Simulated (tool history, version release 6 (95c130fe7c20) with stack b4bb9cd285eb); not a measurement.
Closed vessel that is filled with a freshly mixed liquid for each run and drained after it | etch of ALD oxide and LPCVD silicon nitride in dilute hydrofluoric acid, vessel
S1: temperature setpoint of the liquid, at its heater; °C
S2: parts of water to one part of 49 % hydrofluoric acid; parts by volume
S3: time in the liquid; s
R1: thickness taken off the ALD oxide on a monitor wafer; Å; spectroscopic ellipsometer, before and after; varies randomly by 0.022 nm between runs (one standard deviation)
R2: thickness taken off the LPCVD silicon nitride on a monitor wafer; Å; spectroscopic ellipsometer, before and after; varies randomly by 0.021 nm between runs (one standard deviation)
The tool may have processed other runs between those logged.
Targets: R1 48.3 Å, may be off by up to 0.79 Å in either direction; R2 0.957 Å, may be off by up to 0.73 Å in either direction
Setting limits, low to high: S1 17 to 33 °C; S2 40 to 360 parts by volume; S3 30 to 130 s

run,hour,S1,S2,S3,R1,R2
1,0,25,200,65,81.346,1.514
2,6.3,22.5,215,65,68.071,1.3965
3,9.1,22.5,215,85,90.251,1.7262
4,11.6,20.5,240,85,73.262,1.3917
5,17.2,20.5,185,85,99.459,1.5626
6,23,18.5,185,85,92.119,1.4392
7,29.6,18,220,85,73.302,1.3431
8,32.3,18,220,85,73.268,1.0853
9,36.4,17.5,240,85,64.456,1.0269
10,38.6,17.5,255,85,60.215,1.1849
11,44.2,17,295,85,49.08,0.49571
12,45.1,17.5,295,85,50.291,0.82037

Exercise: of the 4 proposed moves below, exactly one satisfies all targets within the stated allowed misses. Which move is it?
A,46,20.5,315,80,?,?
B,46,22.5,290,75,?,?
C,46,19.5,315,90,?,?
D,46,29.5,355,75,?,?

move,R1,R2
A,48.287,0.68204
B,54.05,0.78545
C,52.39,0.72029
D,52.305,0.97159
A: hits every target within its allowed miss
B: misses by more than the last run did
C: misses by more than the last run did
D: misses by more than the last run did
So the answer is move A, the one that meets all the targets.

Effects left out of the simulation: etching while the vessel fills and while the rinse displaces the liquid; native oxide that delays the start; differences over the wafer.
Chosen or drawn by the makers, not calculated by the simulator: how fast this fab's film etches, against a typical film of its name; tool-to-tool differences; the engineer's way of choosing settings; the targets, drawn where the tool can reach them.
